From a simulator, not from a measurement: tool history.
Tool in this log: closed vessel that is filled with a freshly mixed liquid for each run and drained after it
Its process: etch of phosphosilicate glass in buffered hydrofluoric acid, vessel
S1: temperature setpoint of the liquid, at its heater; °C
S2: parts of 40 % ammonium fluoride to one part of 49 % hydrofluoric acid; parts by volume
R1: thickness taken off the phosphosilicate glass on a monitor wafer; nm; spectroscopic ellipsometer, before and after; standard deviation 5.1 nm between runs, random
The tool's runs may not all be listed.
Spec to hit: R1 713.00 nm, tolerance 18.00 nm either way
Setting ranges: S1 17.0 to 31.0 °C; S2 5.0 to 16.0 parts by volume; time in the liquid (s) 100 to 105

Run 1, hour 0.0: S1 23.0 °C, S2 9.5 parts by volume, time in the liquid (s) 100. Result: R1 571.22 nm.
Run 2, hour 7.1: S1 23.0 °C, S2 12.5 parts by volume, time in the liquid (s) 100. Result: R1 443.20 nm.
Run 3, hour 11.8: S1 23.0 °C, S2 12.5 parts by volume, time in the liquid (s) 100. Result: R1 443.51 nm.
Run 4, hour 15.5: S1 24.5 °C, S2 12.5 parts by volume, time in the liquid (s) 100. Result: R1 481.56 nm.
Run 5, hour 22.3: S1 27.0 °C, S2 12.5 parts by volume, time in the liquid (s) 100. Result: R1 562.40 nm.
Run 6, hour 23.5: S1 27.5 °C, S2 12.5 parts by volume, time in the liquid (s) 100. Result: R1 570.28 nm.
Run 7, hour 27.4: S1 28.0 °C, S2 12.5 parts by volume, time in the liquid (s) 100. Result: R1 578.26 nm.
Run 8, hour 32.2: S1 28.5 °C, S2 12.5 parts by volume, time in the liquid (s) 100. Result: R1 597.04 nm.
Run 9, hour 38.8: S1 29.0 °C, S2 12.5 parts by volume, time in the liquid (s) 100. Result: R1 620.76 nm.
Run 10, hour 40.6: S1 29.5 °C, S2 12.5 parts by volume, time in the liquid (s) 100. Result: R1 634.66 nm.
Run 11, hour 43.8: S1 30.0 °C, S2 12.5 parts by volume, time in the liquid (s) 100. Result: R1 655.06 nm.
Run 12, hour 50.3: S1 30.5 °C, S2 12.5 parts by volume, time in the liquid (s) 100. Result: R1 670.84 nm.
Run 13, hour 56.9: S1 30.5 °C, S2 12.5 parts by volume, time in the liquid (s) 100. Result: R1 669.12 nm.

Of the 4 settings listed for the next run, only one would bring every result within its allowed miss of target. Which one?
Run A, hour 63.5: S1 28.0 °C, S2 11.0 parts by volume, time in the liquid (s) 100. Result: R1 ?.
Run B, hour 63.5: S1 30.0 °C, S2 12.0 parts by volume, time in the liquid (s) 105. Result: R1 ?.
Run C, hour 63.5: S1 30.5 °C, S2 11.0 parts by volume, time in the liquid (s) 100. Result: R1 ?.
Run D, hour 63.5: S1 31.0 °C, S2 12.5 parts by volume, time in the liquid (s) 100. Result: R1 ?.

move      R1
   A  662.97
   B  710.76
   C  756.37
   D  685.42
A: the biggest miss grows against the last run
B: hits every target within its allowed miss
C: the result that was furthest off in the last run now lies on the other side of its target
D: nearer the targets than the last run, but a result is still out of spec
The move that meets every target is B.

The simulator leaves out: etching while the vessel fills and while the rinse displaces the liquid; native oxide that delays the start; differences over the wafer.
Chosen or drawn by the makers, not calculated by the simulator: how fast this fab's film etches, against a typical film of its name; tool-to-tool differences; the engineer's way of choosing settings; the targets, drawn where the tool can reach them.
